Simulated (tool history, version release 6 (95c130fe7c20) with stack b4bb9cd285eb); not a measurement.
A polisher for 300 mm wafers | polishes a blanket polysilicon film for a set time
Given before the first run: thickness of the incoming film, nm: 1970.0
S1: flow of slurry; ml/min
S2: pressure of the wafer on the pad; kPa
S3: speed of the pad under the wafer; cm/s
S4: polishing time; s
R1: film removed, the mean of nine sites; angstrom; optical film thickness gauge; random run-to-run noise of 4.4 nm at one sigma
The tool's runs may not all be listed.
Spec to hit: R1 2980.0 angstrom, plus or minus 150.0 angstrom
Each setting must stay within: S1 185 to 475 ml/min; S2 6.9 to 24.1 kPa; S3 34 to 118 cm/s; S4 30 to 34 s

run	hour	S1	S2	S3	S4	R1
1	0.0	305	15.2	76	34	1515.6
2	4.6	305	17.2	76	34	1722.5
3	5.4	255	17.2	76	34	1662.3
4	11.6	255	17.2	64	34	1487.1
5	13.7	295	17.2	64	34	1446.8
6	19.0	295	17.2	56	34	1312.2
7	24.0	295	18.6	62	34	1526.3
8	27.1	310	22.8	82	34	2473.2
9	30.7	310	22.8	84	34	2542.6
# hour 39.7: slurry nozzle cleaned
10	39.7	310	22.8	86	34	2552.1
11	40.4	310	22.8	88	34	2749.0
12	49.4	310	23.4	88	34	2823.3

Which of these 4 next moves meets every target?
A	58.4	200	24.1	84	34	?
B	58.4	330	23.4	96	33	?
C	58.4	325	23.4	84	33	?
D	58.4	390	24.1	98	34	?

move	R1
A	2648.0
B	2964.1
C	2599.7
D	3241.6
A: the biggest miss grows against the last run
B: each result inside its tolerance
C: the biggest miss grows against the last run
D: carries the result that was furthest off beyond its target, to the other side
Go with B: it meets all targets.
